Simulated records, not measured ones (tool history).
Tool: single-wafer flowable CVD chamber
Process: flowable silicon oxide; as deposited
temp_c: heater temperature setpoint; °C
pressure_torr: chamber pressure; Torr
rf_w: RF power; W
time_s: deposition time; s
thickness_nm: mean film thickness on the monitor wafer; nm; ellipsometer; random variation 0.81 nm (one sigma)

{"run": 1, "hour": 0.0, "temp_c": 110, "pressure_torr": 0.563, "rf_w": 2495, "time_s": 384, "thickness_nm": 106.16}
{"run": 2, "hour": 1.9, "temp_c": 110, "pressure_torr": 0.563, "rf_w": 2495, "time_s": 396, "thickness_nm": 109.35}
{"run": 3, "hour": 4.8, "temp_c": 102, "pressure_torr": 0.573, "rf_w": 2495, "time_s": 396, "thickness_nm": 150.84}
{"run": 4, "hour": 8.4, "temp_c": 102, "pressure_torr": 0.573, "rf_w": 2295, "time_s": 396, "thickness_nm": 148.86}
{"run": 5, "hour": 10.3, "temp_c": 97, "pressure_torr": 0.573, "rf_w": 2295, "time_s": 396, "thickness_nm": 179.94}
{"run": 6, "hour": 15.7, "temp_c": 97, "pressure_torr": 0.573, "rf_w": 2295, "time_s": 384, "thickness_nm": 173.73}

Run 7 comes next. What will it give?
{"run": 7, "hour": 24.1, "temp_c": 94, "pressure_torr": 0.573, "rf_w": 2295, "time_s": 384, "thickness_nm": "?"}

thickness_nm: 194.9 nm
